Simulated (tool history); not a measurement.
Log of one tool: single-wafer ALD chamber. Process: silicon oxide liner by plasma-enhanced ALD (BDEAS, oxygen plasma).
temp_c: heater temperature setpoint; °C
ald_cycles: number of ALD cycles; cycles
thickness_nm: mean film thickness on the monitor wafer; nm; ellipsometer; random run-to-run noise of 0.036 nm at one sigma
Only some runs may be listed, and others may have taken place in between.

| run | hour | temp_c | ald_cycles | thickness_nm |
|---|---|---|---|---|
| 1 | 0 | 325 | 84 | 8.7897 |
| 2 | 4.2 | 325 | 89 | 9.2888 |
| 3 | 9.9 | 325 | 83 | 8.6484 |
| 4 | 15.4 | 318 | 83 | 8.7255 |
| 5 | 22.3 | 328 | 83 | 8.6086 |
| 6 | 31.1 | 328 | 92 | 9.5345 |

Forecast run 7:
| 7 | 34.1 | 328 | 95 | ? |

{"run 7": {"thickness_nm": 9.8707}}
